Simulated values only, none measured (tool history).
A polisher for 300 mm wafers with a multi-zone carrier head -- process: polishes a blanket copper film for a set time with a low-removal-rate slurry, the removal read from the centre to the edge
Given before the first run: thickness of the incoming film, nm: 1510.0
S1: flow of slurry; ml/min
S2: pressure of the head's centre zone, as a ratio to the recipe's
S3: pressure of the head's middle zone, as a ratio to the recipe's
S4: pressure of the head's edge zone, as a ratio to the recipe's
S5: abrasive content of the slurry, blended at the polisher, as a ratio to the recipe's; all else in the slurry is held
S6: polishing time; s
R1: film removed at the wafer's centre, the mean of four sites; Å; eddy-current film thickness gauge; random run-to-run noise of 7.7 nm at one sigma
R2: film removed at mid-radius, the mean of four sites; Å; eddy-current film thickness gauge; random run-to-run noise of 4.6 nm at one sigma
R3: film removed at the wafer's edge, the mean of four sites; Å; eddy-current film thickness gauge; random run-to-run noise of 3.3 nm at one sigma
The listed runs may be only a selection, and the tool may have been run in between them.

Run 1, hour 0.0: S1 200 ml/min, S2 1.00, S3 1.00, S4 1.00, S5 1.00, S6 90 s. Result: R1 2992.8 Å, R2 2987.9 Å, R3 3035.5 Å.
Run 2, hour 0.8: S1 200 ml/min, S2 1.00, S3 1.00, S4 1.00, S5 1.00, S6 111 s. Result: R1 3840.4 Å, R2 3726.4 Å, R3 3752.5 Å.
Run 3, hour 4.1: S1 200 ml/min, S2 0.92, S3 1.00, S4 1.00, S5 1.00, S6 111 s. Result: R1 3468.0 Å, R2 3729.5 Å, R3 3728.0 Å.
Run 4, hour 7.0: S1 210 ml/min, S2 0.97, S3 1.01, S4 1.01, S5 1.05, S6 111 s. Result: R1 3801.1 Å, R2 3788.2 Å, R3 3805.2 Å.
Run 5, hour 10.8: S1 210 ml/min, S2 0.97, S3 1.01, S4 1.01, S5 1.25, S6 111 s. Result: R1 3881.3 Å, R2 4006.5 Å, R3 3930.6 Å.
Run 6, hour 15.3: S1 210 ml/min, S2 0.97, S3 1.01, S4 1.01, S5 1.40, S6 111 s. Result: R1 3732.2 Å, R2 3977.1 Å, R3 3976.6 Å.
Run 7, hour 18.0: S1 260 ml/min, S2 1.07, S3 0.99, S4 1.07, S5 1.25, S6 117 s. Result: R1 4571.6 Å, R2 4150.0 Å, R3 4319.3 Å.

Estimate the outcome of run 8 from the log above:
At hour 24.3: worn pad replaced by a new one.
Run 8, hour 24.3: S1 260 ml/min, S2 1.09, S3 0.99, S4 1.07, S5 1.25, S6 117 s. Result: R1 ?, R2 ?, R3 ?.

R1: 5038.9 Å
R2: 4615.0 Å
R3: 4698.3 Å

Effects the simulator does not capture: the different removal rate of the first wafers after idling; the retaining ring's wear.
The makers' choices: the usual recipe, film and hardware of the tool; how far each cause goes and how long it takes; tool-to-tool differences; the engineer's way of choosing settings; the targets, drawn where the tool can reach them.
